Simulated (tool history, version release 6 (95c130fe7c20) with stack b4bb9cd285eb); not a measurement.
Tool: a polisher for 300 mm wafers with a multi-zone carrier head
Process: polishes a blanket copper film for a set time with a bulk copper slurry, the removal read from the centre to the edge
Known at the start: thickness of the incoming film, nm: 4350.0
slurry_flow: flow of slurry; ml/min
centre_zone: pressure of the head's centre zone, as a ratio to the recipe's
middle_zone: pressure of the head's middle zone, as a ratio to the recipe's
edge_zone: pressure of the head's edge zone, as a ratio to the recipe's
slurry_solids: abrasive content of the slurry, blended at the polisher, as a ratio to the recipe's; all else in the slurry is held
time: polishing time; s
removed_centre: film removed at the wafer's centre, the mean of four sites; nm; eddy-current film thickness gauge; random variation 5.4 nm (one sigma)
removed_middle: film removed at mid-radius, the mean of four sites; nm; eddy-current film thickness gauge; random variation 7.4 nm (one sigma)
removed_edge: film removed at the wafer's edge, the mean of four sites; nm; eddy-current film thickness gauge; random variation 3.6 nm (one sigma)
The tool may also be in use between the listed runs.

{"run": 1, "day": 0.0, "slurry_flow": 215, "centre_zone": 1, "middle_zone": 1, "edge_zone": 1, "slurry_solids": 1, "time": 64, "removed_centre": 616.55, "removed_middle": 572.22, "removed_edge": 593.2}
{"run": 2, "day": 0.025, "slurry_flow": 210, "centre_zone": 1, "middle_zone": 0.99, "edge_zone": 0.98, "slurry_solids": 0.95, "time": 64, "removed_centre": 597.11, "removed_middle": 569.43, "removed_edge": 582.07}
{"run": 3, "day": 0.275, "slurry_flow": 205, "centre_zone": 1.01, "middle_zone": 0.97, "edge_zone": 0.96, "slurry_solids": 0.9, "time": 64, "removed_centre": 601.15, "removed_middle": 552.26, "removed_edge": 570.7}
{"run": 4, "day": 0.529, "slurry_flow": 205, "centre_zone": 1.01, "middle_zone": 0.97, "edge_zone": 0.96, "slurry_solids": 0.9, "time": 77, "removed_centre": 736.32, "removed_middle": 663.23, "removed_edge": 682.03}
{"run": 5, "day": 0.738, "slurry_flow": 205, "centre_zone": 1.01, "middle_zone": 0.97, "edge_zone": 0.89, "slurry_solids": 0.9, "time": 77, "removed_centre": 724.84, "removed_middle": 664.23, "removed_edge": 669.91}
{"run": 6, "day": 0.933, "slurry_flow": 205, "centre_zone": 1.01, "middle_zone": 1.03, "edge_zone": 0.89, "slurry_solids": 0.9, "time": 77, "removed_centre": 729.83, "removed_middle": 689.09, "removed_edge": 665.02}
{"run": 7, "day": 1.008, "slurry_flow": 200, "centre_zone": 1.01, "middle_zone": 1.01, "edge_zone": 0.88, "slurry_solids": 0.85, "time": 75, "removed_centre": 694.17, "removed_middle": 655.98, "removed_edge": 637.68}
{"run": 8, "day": 1.233, "slurry_flow": 195, "centre_zone": 1.01, "middle_zone": 0.99, "edge_zone": 0.88, "slurry_solids": 0.8, "time": 74, "removed_centre": 685.19, "removed_middle": 650.52, "removed_edge": 622.83}
{"run": 9, "day": 1.604, "slurry_flow": 200, "centre_zone": 0.98, "middle_zone": 0.89, "edge_zone": 0.95, "slurry_solids": 0.6, "time": 60, "removed_centre": 528.06, "removed_middle": 437.76, "removed_edge": 505.95}
{"run": 10, "day": 1.833, "slurry_flow": 210, "centre_zone": 0.99, "middle_zone": 0.91, "edge_zone": 0.95, "slurry_solids": 0.6, "time": 60, "removed_centre": 537.24, "removed_middle": 463.04, "removed_edge": 506.3}
{"run": 11, "day": 2.0, "slurry_flow": 215, "centre_zone": 0.99, "middle_zone": 0.92, "edge_zone": 0.95, "slurry_solids": 0.6, "time": 60, "removed_centre": 538.25, "removed_middle": 472.44, "removed_edge": 504.74}

The next listed run, before its measurement:
{"run": 12, "day": 2.117, "slurry_flow": 220, "centre_zone": 0.99, "middle_zone": 0.92, "edge_zone": 0.96, "slurry_solids": 0.6, "time": 60, "removed_centre": "?", "removed_middle": "?", "removed_edge": "?"}

{"run 12": {"removed_centre": 531.65, "removed_middle": 474.4, "removed_edge": 508.45}}
